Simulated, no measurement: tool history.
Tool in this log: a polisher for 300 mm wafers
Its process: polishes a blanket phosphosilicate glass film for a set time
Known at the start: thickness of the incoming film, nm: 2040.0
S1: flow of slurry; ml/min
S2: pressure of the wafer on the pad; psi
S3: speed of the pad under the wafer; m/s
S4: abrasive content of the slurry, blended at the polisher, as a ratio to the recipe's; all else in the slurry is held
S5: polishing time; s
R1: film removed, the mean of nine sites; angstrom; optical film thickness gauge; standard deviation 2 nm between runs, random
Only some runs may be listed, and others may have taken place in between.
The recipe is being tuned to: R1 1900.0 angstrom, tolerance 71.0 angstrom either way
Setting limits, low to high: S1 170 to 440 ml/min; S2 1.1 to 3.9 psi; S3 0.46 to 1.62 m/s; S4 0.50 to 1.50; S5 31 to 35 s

| run | hour | S1 | S2 | S3 | S4 | S5 | R1 |
|---|---|---|---|---|---|---|---|
| 1 | 0.0 | 280 | 2.5 | 1.04 | 1.00 | 35 | 2541.9 |
| 2 | 7.1 | 280 | 2.5 | 1.04 | 1.00 | 31 | 2215.0 |
| 3 | 14.1 | 280 | 3.0 | 1.04 | 1.00 | 31 | 2668.0 |
| 4 | 18.1 | 280 | 2.7 | 1.04 | 1.00 | 31 | 2415.6 |
| 5 | 20.2 | 280 | 2.3 | 1.04 | 1.00 | 31 | 2054.3 |
| 6 | 26.5 | 280 | 2.3 | 1.04 | 1.15 | 31 | 2145.0 |
| 7 | 28.1 | 280 | 2.2 | 1.04 | 1.15 | 31 | 2070.7 |
| 8 | 35.4 | 280 | 2.2 | 1.04 | 1.15 | 31 | 2053.8 |
| 9 | 40.5 | 280 | 2.1 | 1.04 | 1.15 | 31 | 2030.7 |

Which single option among these 4 for the next run brings every result within its allowed miss of target? Just one does.
| A | 45.6 | 390 | 2.0 | 0.92 | 1.30 | 32 | ? |
| B | 45.6 | 345 | 2.0 | 1.02 | 1.15 | 34 | ? |
| C | 45.6 | 335 | 2.3 | 0.98 | 1.20 | 33 | ? |
| D | 45.6 | 250 | 2.9 | 0.74 | 1.10 | 32 | ? |

| move | R1 |
|---|---|
| A | 1905.3 |
| B | 2085.4 |
| C | 2273.1 |
| D | 2079.1 |
A: each result inside its tolerance
B: further off than the last run
C: further off than the last run
D: further off than the last run
Move A is the one to make.

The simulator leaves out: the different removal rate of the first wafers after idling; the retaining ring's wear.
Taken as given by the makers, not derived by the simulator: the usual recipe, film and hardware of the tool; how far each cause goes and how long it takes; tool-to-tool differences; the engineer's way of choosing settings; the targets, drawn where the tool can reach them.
